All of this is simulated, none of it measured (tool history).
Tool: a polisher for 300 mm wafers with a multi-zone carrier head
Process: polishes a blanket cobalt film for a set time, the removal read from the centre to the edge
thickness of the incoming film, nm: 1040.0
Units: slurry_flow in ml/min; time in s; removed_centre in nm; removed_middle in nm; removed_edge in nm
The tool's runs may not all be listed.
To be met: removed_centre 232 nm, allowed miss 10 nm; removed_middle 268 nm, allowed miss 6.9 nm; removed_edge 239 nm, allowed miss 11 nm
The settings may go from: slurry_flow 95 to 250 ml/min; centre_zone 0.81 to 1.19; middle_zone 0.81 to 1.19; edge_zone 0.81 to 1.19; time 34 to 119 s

| run | hour | slurry_flow | centre_zone | middle_zone | edge_zone | time | removed_centre | removed_middle | removed_edge |
|---|---|---|---|---|---|---|---|---|---|
| 1 | 0 | 160 | 1 | 1 | 1 | 76 | 347.6 | 353.17 | 360.49 |
| 2 | 4 | 160 | 1 | 1 | 1.05 | 76 | 349.88 | 357.97 | 358.16 |
| 3 | 7.1 | 160 | 1 | 1 | 1.1 | 76 | 341.98 | 356.53 | 366.28 |
| 4 | 9.1 | 160 | 0.99 | 1.02 | 1.07 | 70 | 314.98 | 331.27 | 334.26 |
| 5 | 17.4 | 160 | 0.99 | 1.05 | 1.05 | 65 | 290.57 | 317.85 | 301.08 |
| 6 | 20 | 160 | 0.99 | 1.05 | 0.97 | 65 | 297.82 | 319.16 | 293.24 |
| 7 | 26.7 | 155 | 0.97 | 1.05 | 0.96 | 63 | 279.09 | 302.48 | 291.19 |
| 8 | 33.3 | 160 | 0.97 | 1.14 | 0.88 | 46 | 203.35 | 237.68 | 205.88 |
| 9 | 38.5 | 170 | 0.97 | 1.14 | 0.91 | 47 | 214.53 | 244.88 | 208.45 |
| 10 | 46.1 | 170 | 0.96 | 1.13 | 0.92 | 48 | 212.33 | 250.09 | 215.66 |
| 11 | 48.5 | 175 | 0.96 | 1.12 | 0.94 | 49 | 218.02 | 256.8 | 219.38 |

4 next moves are on the table. One of them brings every result within its allowed miss. Which?
| A | 50.9 | 175 | 0.91 | 1.15 | 1 | 51 | ? | ? | ? |
| B | 50.9 | 245 | 0.92 | 1.07 | 0.9 | 51 | ? | ? | ? |
| C | 50.9 | 215 | 1.01 | 1.09 | 0.98 | 51 | ? | ? | ? |
| D | 50.9 | 125 | 0.92 | 0.92 | 0.89 | 58 | ? | ? | ? |

| move | removed_centre | removed_middle | removed_edge |
|---|---|---|---|
| A | 216.28 | 269.9 | 240.11 |
| B | 230.99 | 267.34 | 238.77 |
| C | 249.04 | 266.67 | 244.04 |
| D | 228.67 | 238.17 | 247.8 |
A: brings the result that was furthest off to its target, and leaves another outside
B: meets every target
C: brings the result that was furthest off to its target, and leaves another outside
D: brings the result that was furthest off to its target, and leaves another outside
The right move is B.
